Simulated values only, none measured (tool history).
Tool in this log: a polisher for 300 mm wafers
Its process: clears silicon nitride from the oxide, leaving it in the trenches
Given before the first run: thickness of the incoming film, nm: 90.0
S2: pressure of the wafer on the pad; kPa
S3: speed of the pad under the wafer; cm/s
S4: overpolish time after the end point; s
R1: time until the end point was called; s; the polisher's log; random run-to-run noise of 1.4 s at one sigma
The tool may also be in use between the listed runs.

{"run": 1, "day": 0.0, "flow of slurry (ml/min)": 135, "S2": 12.4, "S3": 126, "S4": 17, "R1": 130.56}
{"run": 2, "day": 0.188, "flow of slurry (ml/min)": 110, "S2": 12.4, "S3": 126, "S4": 17, "R1": 137.88}
{"run": 3, "day": 0.333, "flow of slurry (ml/min)": 115, "S2": 13.1, "S3": 126, "S4": 17, "R1": 126.31}
{"run": 4, "day": 0.554, "flow of slurry (ml/min)": 115, "S2": 13.8, "S3": 126, "S4": 17, "R1": 123.57}
{"run": 5, "day": 0.671, "flow of slurry (ml/min)": 115, "S2": 11, "S3": 126, "S4": 17, "R1": 150.28}
{"run": 6, "day": 0.758, "flow of slurry (ml/min)": 95, "S2": 11, "S3": 126, "S4": 17, "R1": 155.71}
{"run": 7, "day": 0.879, "flow of slurry (ml/min)": 95, "S2": 11.7, "S3": 126, "S4": 17, "R1": 152.09}
{"run": 8, "day": 1.062, "flow of slurry (ml/min)": 105, "S2": 12.4, "S3": 126, "S4": 17, "R1": 135.52}
{"run": 9, "day": 1.271, "flow of slurry (ml/min)": 105, "S2": 13.1, "S3": 126, "S4": 17, "R1": 132.91}
{"run": 10, "day": 1.6, "flow of slurry (ml/min)": 110, "S2": 13.8, "S3": 126, "S4": 17, "R1": 123.68}
{"run": 11, "day": 1.646, "flow of slurry (ml/min)": 115, "S2": 13.8, "S3": 126, "S4": 17, "R1": 119.86}
{"run": 12, "day": 1.767, "flow of slurry (ml/min)": 120, "S2": 13.8, "S3": 126, "S4": 17, "R1": 119.97}

What does the tool deliver on the next run?
{"run": 13, "day": 1.846, "flow of slurry (ml/min)": 125, "S2": 13.8, "S3": 126, "S4": 17, "R1": "?"}

{"run 13": {"R1": 114.69}}
